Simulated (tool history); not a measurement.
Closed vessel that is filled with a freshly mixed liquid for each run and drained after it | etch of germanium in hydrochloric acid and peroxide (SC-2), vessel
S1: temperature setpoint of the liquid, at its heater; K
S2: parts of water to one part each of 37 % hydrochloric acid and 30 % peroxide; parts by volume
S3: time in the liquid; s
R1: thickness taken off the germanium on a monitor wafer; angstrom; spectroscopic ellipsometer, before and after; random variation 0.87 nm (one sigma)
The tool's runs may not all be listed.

{"run": 1, "hour": 0.0, "S1": 335.15, "S2": 9, "S3": 85, "R1": 1851.6}
{"run": 2, "hour": 7.8, "S1": 335.15, "S2": 9, "S3": 95, "R1": 2060.3}
{"run": 3, "hour": 11.7, "S1": 335.15, "S2": 9, "S3": 95, "R1": 2041.4}
{"run": 4, "hour": 16.9, "S1": 331.15, "S2": 9, "S3": 95, "R1": 1846.1}
{"run": 5, "hour": 22.1, "S1": 331.15, "S2": 9, "S3": 85, "R1": 1647.8}
{"run": 6, "hour": 26.7, "S1": 329.15, "S2": 9, "S3": 85, "R1": 1545.9}
{"run": 7, "hour": 29.0, "S1": 329.15, "S2": 9, "S3": 85, "R1": 1528.8}

Run 8 comes next. What will it give?
{"run": 8, "hour": 36.7, "S1": 328.15, "S2": 9, "S3": 85, "R1": "?"}

{"run 8": {"R1": 1510.2}}
